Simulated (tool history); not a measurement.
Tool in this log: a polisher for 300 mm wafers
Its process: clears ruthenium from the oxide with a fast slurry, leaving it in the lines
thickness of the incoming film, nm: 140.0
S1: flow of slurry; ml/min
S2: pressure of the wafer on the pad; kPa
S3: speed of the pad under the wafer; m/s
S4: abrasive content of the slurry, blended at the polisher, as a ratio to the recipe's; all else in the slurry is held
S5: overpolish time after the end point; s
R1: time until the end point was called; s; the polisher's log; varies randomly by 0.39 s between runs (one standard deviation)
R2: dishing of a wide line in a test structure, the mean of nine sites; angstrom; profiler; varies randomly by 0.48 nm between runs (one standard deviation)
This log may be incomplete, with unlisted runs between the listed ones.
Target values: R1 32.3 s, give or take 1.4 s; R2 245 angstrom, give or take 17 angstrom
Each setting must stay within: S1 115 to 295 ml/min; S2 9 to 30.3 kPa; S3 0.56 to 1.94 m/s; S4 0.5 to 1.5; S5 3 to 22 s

Run 1, hour 0: S1 190 ml/min, S2 19.3 kPa, S3 1.24 m/s, S4 1, S5 11 s. Result: R1 29.338 s, R2 348.3 angstrom.
Run 2, hour 8.9: S1 230 ml/min, S2 19.3 kPa, S3 1.24 m/s, S4 1, S5 11 s. Result: R1 29.504 s, R2 362.75 angstrom.
Run 3, hour 11.8: S1 230 ml/min, S2 21.4 kPa, S3 1.24 m/s, S4 1, S5 11 s. Result: R1 26.779 s, R2 395.29 angstrom.
Run 4, hour 14.1: S1 230 ml/min, S2 21.4 kPa, S3 1.24 m/s, S4 1, S5 14 s. Result: R1 26.665 s, R2 477.39 angstrom.
Run 5, hour 19.8: S1 230 ml/min, S2 24.8 kPa, S3 1.24 m/s, S4 1, S5 14 s. Result: R1 23.922 s, R2 532.11 angstrom.
Run 6, hour 27.1: S1 230 ml/min, S2 24.8 kPa, S3 1.24 m/s, S4 0.9, S5 14 s. Result: R1 23.731 s, R2 529.01 angstrom.
Run 7, hour 30.2: S1 230 ml/min, S2 24.8 kPa, S3 1.24 m/s, S4 0.9, S5 14 s. Result: R1 23.757 s, R2 540.49 angstrom.
Run 8, hour 33.9: S1 230 ml/min, S2 22.1 kPa, S3 1.22 m/s, S4 0.9, S5 12 s. Result: R1 26.551 s, R2 412.24 angstrom.
Run 9, hour 41.2: S1 230 ml/min, S2 20.7 kPa, S3 1.2 m/s, S4 0.9, S5 10 s. Result: R1 28.23 s, R2 320.18 angstrom.
Run 10, hour 43.3: S1 230 ml/min, S2 20 kPa, S3 1.2 m/s, S4 0.85, S5 10 s. Result: R1 29.817 s, R2 323 angstrom.
Run 11, hour 44.7: S1 230 ml/min, S2 19.3 kPa, S3 1.2 m/s, S4 0.85, S5 9 s. Result: R1 30.754 s, R2 273.04 angstrom.
Run 12, hour 47.7: S1 230 ml/min, S2 18.6 kPa, S3 1.2 m/s, S4 0.85, S5 9 s. Result: R1 32.349 s, R2 270.14 angstrom.

Below are 5 possible settings for the next run. Only one of them brings all results inside the allowed miss of their targets. Which is it?
Run A, hour 50.7: S1 285 ml/min, S2 22.1 kPa, S3 1 m/s, S4 0.6, S5 10 s. Result: R1 ?, R2 ?.
Run B, hour 50.7: S1 295 ml/min, S2 15.9 kPa, S3 1.42 m/s, S4 0.75, S5 8 s. Result: R1 ?, R2 ?.
Run C, hour 50.7: S1 180 ml/min, S2 19.3 kPa, S3 1.06 m/s, S4 0.9, S5 10 s. Result: R1 ?, R2 ?.
Run D, hour 50.7: S1 225 ml/min, S2 17.9 kPa, S3 1.22 m/s, S4 0.9, S5 9 s. Result: R1 ?, R2 ?.
Run E, hour 50.7: S1 235 ml/min, S2 20 kPa, S3 1.2 m/s, S4 0.9, S5 9 s. Result: R1 ?, R2 ?.

move      R1      R2
   A  34.424  282.13
   B  32.544  241.22
   C  34.564  281.06
   D  32.259  271.68
   E  29.685   293.6
A: the biggest miss grows against the last run
B: meets every target
C: the biggest miss grows against the last run
D: the biggest miss grows against the last run
E: the biggest miss grows against the last run
The right move is B.

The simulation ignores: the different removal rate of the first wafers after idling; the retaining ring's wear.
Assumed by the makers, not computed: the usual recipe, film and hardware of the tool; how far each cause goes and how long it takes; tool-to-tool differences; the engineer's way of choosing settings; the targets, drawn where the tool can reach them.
